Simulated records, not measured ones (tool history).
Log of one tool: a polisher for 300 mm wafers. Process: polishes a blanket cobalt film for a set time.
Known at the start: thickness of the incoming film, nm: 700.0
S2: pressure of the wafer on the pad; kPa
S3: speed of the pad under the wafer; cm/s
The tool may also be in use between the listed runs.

{"run": 1, "hour": 0.0, "flow of slurry (ml/min)": 300, "S2": 13.1, "S3": 88, "polishing time (s)": 17, "film removed (nm)": 79.823}
{"run": 2, "hour": 2.9, "flow of slurry (ml/min)": 300, "S2": 15.2, "S3": 88, "polishing time (s)": 17, "film removed (nm)": 91.551}
{"run": 3, "hour": 7.8, "flow of slurry (ml/min)": 300, "S2": 14.5, "S3": 88, "polishing time (s)": 17, "film removed (nm)": 89.146}
{"run": 4, "hour": 11.5, "flow of slurry (ml/min)": 300, "S2": 14.5, "S3": 88, "polishing time (s)": 15, "film removed (nm)": 79.212}
{"run": 5, "hour": 17.6, "flow of slurry (ml/min)": 300, "S2": 14.5, "S3": 106, "polishing time (s)": 15, "film removed (nm)": 94.127}
{"run": 6, "hour": 25.4, "flow of slurry (ml/min)": 225, "S2": 14.5, "S3": 106, "polishing time (s)": 15, "film removed (nm)": 89.934}

Run 7 comes next. What will it give?
{"run": 7, "hour": 34.1, "flow of slurry (ml/min)": 220, "S2": 10.3, "S3": 102, "polishing time (s)": 15, "film removed (nm)": "?"}

film removed (nm): 62.890

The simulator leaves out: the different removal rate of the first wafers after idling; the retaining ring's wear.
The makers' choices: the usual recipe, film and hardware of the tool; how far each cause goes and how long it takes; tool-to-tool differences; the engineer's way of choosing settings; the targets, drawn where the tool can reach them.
